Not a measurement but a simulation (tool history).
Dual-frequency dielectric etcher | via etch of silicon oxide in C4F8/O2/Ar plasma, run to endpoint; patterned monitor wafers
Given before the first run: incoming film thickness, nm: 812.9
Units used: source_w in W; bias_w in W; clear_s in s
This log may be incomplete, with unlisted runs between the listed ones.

{"run": 1, "hour": 0.0, "source_w": 1340, "bias_w": 2783, "clear_s": 185.88}
{"run": 2, "hour": 6.4, "source_w": 1240, "bias_w": 2676, "clear_s": 195.13}
{"run": 3, "hour": 12.4, "source_w": 1160, "bias_w": 2633, "clear_s": 202.57}
{"run": 4, "hour": 15.8, "source_w": 1100, "bias_w": 2607, "clear_s": 206.21}
{"run": 5, "hour": 19.9, "source_w": 1220, "bias_w": 2607, "clear_s": 197.7}
{"run": 6, "hour": 26.8, "source_w": 1150, "bias_w": 2570, "clear_s": 205.18}
{"run": 7, "hour": 30.2, "source_w": 1100, "bias_w": 2549, "clear_s": 207.92}

Expected results for the next run?
{"run": 8, "hour": 32.9, "source_w": 1060, "bias_w": 2526, "clear_s": "?"}

Run 8 measured clear_s 214.12 s.
